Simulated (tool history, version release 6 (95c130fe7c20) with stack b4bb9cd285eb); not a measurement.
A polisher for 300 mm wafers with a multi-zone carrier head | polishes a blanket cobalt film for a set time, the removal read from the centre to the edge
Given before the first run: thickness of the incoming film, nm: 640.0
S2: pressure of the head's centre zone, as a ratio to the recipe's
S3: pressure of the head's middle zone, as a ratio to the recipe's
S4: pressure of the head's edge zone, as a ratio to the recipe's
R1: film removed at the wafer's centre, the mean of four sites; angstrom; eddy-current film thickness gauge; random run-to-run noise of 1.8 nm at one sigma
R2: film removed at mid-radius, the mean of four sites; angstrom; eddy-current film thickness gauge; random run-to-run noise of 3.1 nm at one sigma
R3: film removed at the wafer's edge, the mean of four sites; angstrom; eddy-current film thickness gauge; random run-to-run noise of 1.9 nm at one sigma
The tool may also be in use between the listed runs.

Run 1, hour 0: flow of slurry (ml/min) 235, S2 1, S3 1, S4 1, polishing time (s) 43. Result: R1 1985 angstrom, R2 1954.8 angstrom, R3 1942.2 angstrom.
Run 2, hour 7.2: flow of slurry (ml/min) 235, S2 1, S3 1, S4 1, polishing time (s) 37. Result: R1 1693.5 angstrom, R2 1704.1 angstrom, R3 1690.1 angstrom.
Run 3, hour 14.8: flow of slurry (ml/min) 235, S2 1, S3 0.96, S4 1, polishing time (s) 37. Result: R1 1690.7 angstrom, R2 1652.6 angstrom, R3 1673.1 angstrom.
Run 4, hour 23.3: flow of slurry (ml/min) 275, S2 1, S3 0.96, S4 1, polishing time (s) 37. Result: R1 1717.1 angstrom, R2 1701.1 angstrom, R3 1704.4 angstrom.
Run 5, hour 27.3: flow of slurry (ml/min) 275, S2 1, S3 0.96, S4 1.04, polishing time (s) 37. Result: R1 1737.6 angstrom, R2 1639.3 angstrom, R3 1724.1 angstrom.
Run 6, hour 30.4: flow of slurry (ml/min) 275, S2 1, S3 0.96, S4 1.04, polishing time (s) 30. Result: R1 1398.5 angstrom, R2 1342.4 angstrom, R3 1399.7 angstrom.
Run 7, hour 34.4: flow of slurry (ml/min) 270, S2 0.98, S3 0.96, S4 1.06, polishing time (s) 35. Result: R1 1603.3 angstrom, R2 1564.9 angstrom, R3 1662.6 angstrom.
Run 8, hour 43: flow of slurry (ml/min) 270, S2 0.97, S3 0.96, S4 1.08, polishing time (s) 39. Result: R1 1750.8 angstrom, R2 1742.9 angstrom, R3 1861.3 angstrom.

Forecast run 9:
Run 9, hour 49.6: flow of slurry (ml/min) 270, S2 0.97, S3 0.95, S4 1.1, polishing time (s) 42. Result: R1 ?, R2 ?, R3 ?.

{"run 9": {"R1": 1879.6, "R2": 1893, "R3": 2023.2}}

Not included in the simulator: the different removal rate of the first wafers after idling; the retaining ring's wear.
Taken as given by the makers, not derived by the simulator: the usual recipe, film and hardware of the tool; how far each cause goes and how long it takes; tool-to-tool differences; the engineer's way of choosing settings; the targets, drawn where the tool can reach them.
